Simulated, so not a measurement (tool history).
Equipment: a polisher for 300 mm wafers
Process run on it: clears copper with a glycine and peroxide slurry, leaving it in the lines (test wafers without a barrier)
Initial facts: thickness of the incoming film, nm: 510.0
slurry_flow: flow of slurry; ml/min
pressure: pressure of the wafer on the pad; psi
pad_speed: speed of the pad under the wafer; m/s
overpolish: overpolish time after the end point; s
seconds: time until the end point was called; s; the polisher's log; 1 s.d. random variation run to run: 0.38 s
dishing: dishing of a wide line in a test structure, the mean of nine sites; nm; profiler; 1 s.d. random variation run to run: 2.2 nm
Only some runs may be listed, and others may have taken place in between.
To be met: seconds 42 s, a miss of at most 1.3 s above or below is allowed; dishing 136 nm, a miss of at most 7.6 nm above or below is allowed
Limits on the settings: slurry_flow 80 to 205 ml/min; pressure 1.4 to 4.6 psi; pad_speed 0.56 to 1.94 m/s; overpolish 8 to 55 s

run 1 hour=0 | slurry_flow=135 pressure=3 pad_speed=1.24 overpolish=28 | seconds=60.446 dishing=97.713
run 2 hour=7.1 | slurry_flow=140 pressure=3.2 pad_speed=1.24 overpolish=29 | seconds=57.346 dishing=100.36
run 3 hour=10.4 | slurry_flow=125 pressure=3.2 pad_speed=1.24 overpolish=29 | seconds=56.719 dishing=100.89
run 4 hour=17.8 | slurry_flow=100 pressure=3.2 pad_speed=1.24 overpolish=29 | seconds=59.611 dishing=99.27
run 5 hour=23.1 | slurry_flow=100 pressure=3.2 pad_speed=1.24 overpolish=24 | seconds=60.238 dishing=89.501
run 6 hour=24.8 | slurry_flow=105 pressure=3.4 pad_speed=1.24 overpolish=26 | seconds=55.642 dishing=94.893
run 7 hour=26 | slurry_flow=110 pressure=3.6 pad_speed=1.24 overpolish=29 | seconds=52.16 dishing=108.16
run 8 hour=27.9 | slurry_flow=115 pressure=3.7 pad_speed=1.24 overpolish=30 | seconds=51.334 dishing=112.4
run 9 hour=33 | slurry_flow=120 pressure=3.8 pad_speed=1.24 overpolish=30 | seconds=49.575 dishing=112.93

4 next moves are on the table. One of them brings every result within its allowed miss. Which?
run A hour=38.1 | slurry_flow=145 pressure=4.4 pad_speed=1.14 overpolish=41 | seconds=? dishing=?
run B hour=38.1 | slurry_flow=115 pressure=4.2 pad_speed=1.26 overpolish=20 | seconds=? dishing=?
run C hour=38.1 | slurry_flow=100 pressure=3.6 pad_speed=1.52 overpolish=42 | seconds=? dishing=?
run D hour=38.1 | slurry_flow=120 pressure=4.5 pad_speed=1.26 overpolish=38 | seconds=? dishing=?

move=A seconds=45.221 dishing=135.92
move=B seconds=44.676 dishing=96.017
move=C seconds=44.387 dishing=130.68
move=D seconds=41.69 dishing=135.93
A: nearer than the last run, and not there yet
B: nearer than the last run, and not there yet
C: nearer than the last run, and not there yet
D: each result inside its tolerance
The right move is D.

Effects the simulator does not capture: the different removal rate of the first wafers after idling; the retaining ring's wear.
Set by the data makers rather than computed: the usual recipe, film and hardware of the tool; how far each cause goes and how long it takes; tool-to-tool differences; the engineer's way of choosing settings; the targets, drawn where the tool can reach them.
